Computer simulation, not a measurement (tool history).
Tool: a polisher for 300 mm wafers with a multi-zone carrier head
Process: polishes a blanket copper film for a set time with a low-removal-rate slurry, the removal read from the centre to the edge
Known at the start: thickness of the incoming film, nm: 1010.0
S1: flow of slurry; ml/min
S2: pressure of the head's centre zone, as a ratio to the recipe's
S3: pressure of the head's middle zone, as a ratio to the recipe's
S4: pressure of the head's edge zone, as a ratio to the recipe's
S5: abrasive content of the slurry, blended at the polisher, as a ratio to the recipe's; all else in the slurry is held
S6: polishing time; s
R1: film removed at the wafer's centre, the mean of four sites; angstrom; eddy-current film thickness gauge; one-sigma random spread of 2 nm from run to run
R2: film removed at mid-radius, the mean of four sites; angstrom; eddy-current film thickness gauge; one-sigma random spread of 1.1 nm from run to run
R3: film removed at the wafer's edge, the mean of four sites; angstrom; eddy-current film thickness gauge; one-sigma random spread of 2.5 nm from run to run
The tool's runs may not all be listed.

run 1 hour=0.0 | S1=155 S2=1.00 S3=1.00 S4=1.00 S5=1.0 S6=73 | R1=2995.2 R2=2804.6 R3=2875.1
run 2 hour=3.0 | S1=150 S2=1.00 S3=0.98 S4=0.97 S5=0.9 S6=69 | R1=2709.6 R2=2526.4 R3=2578.5
run 3 hour=5.6 | S1=145 S2=1.00 S3=0.95 S4=0.95 S5=0.8 S6=67 | R1=2556.3 R2=2339.1 R3=2411.0
run 4 hour=10.5 | S1=145 S2=1.00 S3=0.95 S4=0.95 S5=0.6 S6=67 | R1=2424.4 R2=2183.2 R3=2309.0
run 5 hour=18.3 | S1=145 S2=1.00 S3=0.99 S4=0.95 S5=0.6 S6=67 | R1=2397.7 R2=2266.3 R3=2262.1
run 6 hour=26.2 | S1=145 S2=1.00 S3=0.99 S4=0.95 S5=0.5 S6=67 | R1=2328.6 R2=2203.3 R3=2202.9
run 7 hour=26.8 | S1=140 S2=1.00 S3=0.97 S4=0.93 S5=0.5 S6=65 | R1=2247.8 R2=2085.3 R3=2095.5
run 8 hour=28.3 | S1=135 S2=1.00 S3=0.95 S4=0.91 S5=0.5 S6=64 | R1=2134.6 R2=1981.9 R3=2034.6

For run 9, what comes out?
run 9 hour=31.3 | S1=130 S2=1.01 S3=0.94 S4=0.89 S5=0.5 S6=64 | R1=? R2=? R3=?

R1: 2137.8 angstrom
R2: 1958.7 angstrom
R3: 1986.1 angstrom
